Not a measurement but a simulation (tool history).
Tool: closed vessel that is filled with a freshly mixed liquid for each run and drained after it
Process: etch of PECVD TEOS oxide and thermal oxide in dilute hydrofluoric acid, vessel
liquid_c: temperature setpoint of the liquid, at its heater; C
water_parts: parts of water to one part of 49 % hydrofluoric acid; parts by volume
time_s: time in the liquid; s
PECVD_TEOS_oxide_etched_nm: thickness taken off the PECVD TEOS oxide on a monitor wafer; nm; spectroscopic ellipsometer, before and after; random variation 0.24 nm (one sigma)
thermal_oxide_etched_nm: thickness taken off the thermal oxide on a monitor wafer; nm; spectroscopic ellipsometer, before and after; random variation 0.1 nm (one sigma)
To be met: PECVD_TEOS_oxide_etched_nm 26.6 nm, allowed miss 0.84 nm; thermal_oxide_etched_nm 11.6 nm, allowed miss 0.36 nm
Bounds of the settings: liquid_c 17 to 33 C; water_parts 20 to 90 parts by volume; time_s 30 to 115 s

run  hour  liquid_c  water_parts  time_s  PECVD_TEOS_oxide_etched_nm  thermal_oxide_etched_nm
  1     0        25           50      60                       14.15                   6.0647
  2   4.1        25           45      60                      15.615                   6.9215
  3  12.7        25           35      60                      20.445                   8.8397
  4    16        25           45      60                      15.712                   6.8755
  5  25.1      26.5           45      60                      16.556                   7.2964
  6  30.9        23           45      60                      14.372                   6.3639
  7  38.4      24.5           45      60                      15.372                   6.7244
  8  39.4        26           45      60                      16.403                   7.1113
     43.3  -- thermometer replaced
  9  43.3        27           45      60                      17.863                   7.7687
 10  45.7        28           45      60                       18.69                   8.1873
 11  47.7        32           35      60                      28.545                   12.463
 12  50.6        31           35      60                      27.544                   12.072

Which of these 5 next moves meets every target?
  A  53.5        33           25      40                           ?                        ?
  B  53.5      31.5           35      60                           ?                        ?
  C  53.5      31.5           45      75                           ?                        ?
  D  53.5      28.5           45      90                           ?                        ?
  E  53.5      31.5           40      70                           ?                        ?

move  PECVD_TEOS_oxide_etched_nm  thermal_oxide_etched_nm
   A                      28.324                   12.251
   B                      28.131                   12.167
   C                       26.91                   11.639
   D                      28.689                   12.408
   E                      28.484                    12.32
A: further off than the last run
B: further off than the last run
C: meets every target
D: further off than the last run
E: further off than the last run
The right move is C.
